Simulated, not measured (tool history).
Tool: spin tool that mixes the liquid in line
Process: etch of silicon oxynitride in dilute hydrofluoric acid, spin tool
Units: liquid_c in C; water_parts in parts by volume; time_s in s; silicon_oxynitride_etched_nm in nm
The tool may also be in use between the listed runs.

run,hour,liquid_c,water_parts,time_s,silicon_oxynitride_etched_nm
1,0.0,23.0,120,270,4.2482
2,4.9,23.0,120,290,4.5326
3,7.9,24.0,110,290,5.3398
4,9.2,24.0,125,290,4.5978
5,10.1,24.0,125,270,4.3688
6,18.1,20.5,125,270,3.6126
7,19.8,24.5,75,285,7.9903
8,24.1,25.0,70,285,8.7727
9,28.1,25.5,65,285,9.7065
10,31.8,26.0,65,285,10.0180
11,32.4,26.5,65,285,10.2280
12,37.8,26.5,65,285,10.2810
13,40.4,27.0,65,285,10.4270
14,48.5,31.0,25,285,34.2510
15,56.7,30.5,25,285,33.6510
16,65.0,30.0,25,285,32.4410
17,70.2,26.0,35,285,18.8990
18,73.9,26.0,35,285,19.1740

Forecast run 19:
19,80.7,25.5,35,285,?

silicon_oxynitride_etched_nm: 18.4690 nm
